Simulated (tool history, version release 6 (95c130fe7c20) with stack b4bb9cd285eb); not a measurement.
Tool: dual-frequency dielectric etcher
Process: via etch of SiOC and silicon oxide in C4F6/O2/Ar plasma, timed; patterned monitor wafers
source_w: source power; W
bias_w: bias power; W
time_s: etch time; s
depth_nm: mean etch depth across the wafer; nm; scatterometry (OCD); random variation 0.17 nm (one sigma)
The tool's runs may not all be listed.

run	day	source_w	bias_w	time_s	depth_nm
1	0	470	225	65.5	86.918
2	0.233	390	225	65.5	78.784
3	0.492	340	225	65.5	73.443
4	0.775	360	225	65.5	75.489
5	1.1	300	225	65.5	67.945
6	1.388	300	225	65.5	67.981

The next listed run, before its measurement:
7	1.542	320	225	65.5	?

Run 7 gave depth_nm 70.808 nm.
